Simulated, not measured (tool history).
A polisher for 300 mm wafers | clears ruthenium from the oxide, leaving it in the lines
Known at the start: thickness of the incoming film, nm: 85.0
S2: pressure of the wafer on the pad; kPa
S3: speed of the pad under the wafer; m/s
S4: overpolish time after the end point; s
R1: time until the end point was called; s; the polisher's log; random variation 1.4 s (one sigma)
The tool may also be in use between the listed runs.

Run 1, hour 0.0: flow of slurry (ml/min) 220, S2 11.7 kPa, S3 1.04 m/s, S4 6 s. Result: R1 87.455 s.
Run 2, hour 2.5: flow of slurry (ml/min) 220, S2 11.7 kPa, S3 1.30 m/s, S4 6 s. Result: R1 73.221 s.
Run 3, hour 3.5: flow of slurry (ml/min) 220, S2 10.3 kPa, S3 1.28 m/s, S4 6 s. Result: R1 83.155 s.
Run 4, hour 5.2: flow of slurry (ml/min) 175, S2 10.3 kPa, S3 1.28 m/s, S4 6 s. Result: R1 86.192 s.
Run 5, hour 9.4: flow of slurry (ml/min) 175, S2 10.3 kPa, S3 1.38 m/s, S4 6 s. Result: R1 78.606 s.
Run 6, hour 17.8: flow of slurry (ml/min) 175, S2 9.0 kPa, S3 1.36 m/s, S4 6 s. Result: R1 93.261 s.
Run 7, hour 23.7: flow of slurry (ml/min) 175, S2 8.3 kPa, S3 1.36 m/s, S4 6 s. Result: R1 99.416 s.

Forecast run 8:
Run 8, hour 24.4: flow of slurry (ml/min) 175, S2 5.5 kPa, S3 1.34 m/s, S4 6 s. Result: R1 ?.

{"run 8": {"R1": 150.05}}
